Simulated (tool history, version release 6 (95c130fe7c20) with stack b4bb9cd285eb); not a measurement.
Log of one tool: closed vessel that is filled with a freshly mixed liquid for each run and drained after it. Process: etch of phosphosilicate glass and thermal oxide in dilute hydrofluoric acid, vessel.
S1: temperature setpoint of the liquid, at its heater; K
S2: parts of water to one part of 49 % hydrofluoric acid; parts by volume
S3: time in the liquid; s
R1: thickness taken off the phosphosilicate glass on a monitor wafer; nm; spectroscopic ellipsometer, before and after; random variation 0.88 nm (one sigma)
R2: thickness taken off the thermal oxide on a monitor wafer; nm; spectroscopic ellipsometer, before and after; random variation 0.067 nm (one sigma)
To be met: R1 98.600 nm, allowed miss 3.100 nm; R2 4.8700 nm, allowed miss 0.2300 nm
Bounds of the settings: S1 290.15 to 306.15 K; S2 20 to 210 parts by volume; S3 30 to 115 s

Run 1, hour 0.0: S1 298.15 K, S2 115 parts by volume, S3 60 s. Result: R1 52.553 nm, R2 2.5780 nm.
Run 2, hour 4.5: S1 298.15 K, S2 115 parts by volume, S3 75 s. Result: R1 64.617 nm, R2 3.1919 nm.
Run 3, hour 5.5: S1 298.15 K, S2 115 parts by volume, S3 90 s. Result: R1 78.163 nm, R2 3.8651 nm.
Run 4, hour 9.4: S1 298.15 K, S2 80 parts by volume, S3 90 s. Result: R1 116.680 nm, R2 5.7129 nm.
Run 5, hour 11.9: S1 295.65 K, S2 80 parts by volume, S3 90 s. Result: R1 107.160 nm, R2 5.0776 nm.
Run 6, hour 20.1: S1 298.65 K, S2 80 parts by volume, S3 90 s. Result: R1 119.430 nm, R2 5.8816 nm.
Run 7, hour 26.3: S1 298.15 K, S2 80 parts by volume, S3 90 s. Result: R1 116.470 nm, R2 5.8176 nm.
Run 8, hour 32.0: S1 297.65 K, S2 80 parts by volume, S3 90 s. Result: R1 113.480 nm, R2 5.6390 nm.
Run 9, hour 34.1: S1 297.15 K, S2 80 parts by volume, S3 90 s. Result: R1 111.130 nm, R2 5.6499 nm.
Run 10, hour 35.6: S1 296.65 K, S2 80 parts by volume, S3 90 s. Result: R1 110.370 nm, R2 5.5521 nm.
Run 11, hour 43.5: S1 296.15 K, S2 80 parts by volume, S3 90 s. Result: R1 107.580 nm, R2 5.4580 nm.

4 next moves are on the table. One of them brings every result within its allowed miss. Which?
Run A, hour 51.4: S1 297.15 K, S2 85 parts by volume, S3 105 s. Result: R1 ?, R2 ?.
Run B, hour 51.4: S1 299.65 K, S2 85 parts by volume, S3 80 s. Result: R1 ?, R2 ?.
Run C, hour 51.4: S1 298.15 K, S2 85 parts by volume, S3 80 s. Result: R1 ?, R2 ?.
Run D, hour 51.4: S1 297.15 K, S2 85 parts by volume, S3 90 s. Result: R1 ?, R2 ?.

move       R1      R2
   A  123.740  6.0355
   B  104.100  5.0773
   C   98.117  4.7856
   D  106.070  5.1732
A: further off than the last run
B: nearer than the last run, and not there yet
C: meets every target
D: nearer than the last run, and not there yet
The right move is C.
